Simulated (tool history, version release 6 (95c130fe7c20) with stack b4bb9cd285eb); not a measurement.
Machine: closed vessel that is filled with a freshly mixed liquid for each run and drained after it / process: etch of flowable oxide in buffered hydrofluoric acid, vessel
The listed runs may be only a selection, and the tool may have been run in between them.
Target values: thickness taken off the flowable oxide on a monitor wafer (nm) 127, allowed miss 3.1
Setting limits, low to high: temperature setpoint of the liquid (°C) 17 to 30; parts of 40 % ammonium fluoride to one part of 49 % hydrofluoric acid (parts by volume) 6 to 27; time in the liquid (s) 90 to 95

run	hour	temperature setpoint of the liquid (°C)	parts of 40 % ammonium fluoride to one part of 49 % hydrofluoric acid (parts by volume)	time in the liquid (s)	thickness taken off the flowable oxide on a monitor wafer (nm)
1	0	22	16.5	90	140.85
2	8.3	24.5	16.5	90	161.12
3	9.1	24.5	16.5	95	169.55
4	10.2	24.5	16.5	90	159.96
5	18.3	27.5	16.5	90	188.85
6	20.1	25.5	16.5	90	170.11
7	24.8	24	16.5	90	156.87
8	33.7	23	16.5	90	148.28
9	38.4	22	16.5	90	139.76
10	45.3	21.5	16.5	90	137
11	52.7	21	16.5	90	132.75

Of the 4 settings listed for the next run, only one would bring every result within its allowed miss of target. Which one?
A	60.1	21.5	17.5	95	?
B	60.1	20.5	18	90	?
C	60.1	22.5	18	90	?
D	60.1	23.5	20	90	?

move	thickness taken off the flowable oxide on a monitor wafer (nm)
A	137.43
B	119.76
C	133.84
D	127.46
A: moves away from the targets compared with the last run
B: carries the result that was furthest off beyond its target, to the other side
C: moves away from the targets compared with the last run
D: every result within its allowed miss
Correct choice: D, which meets every target
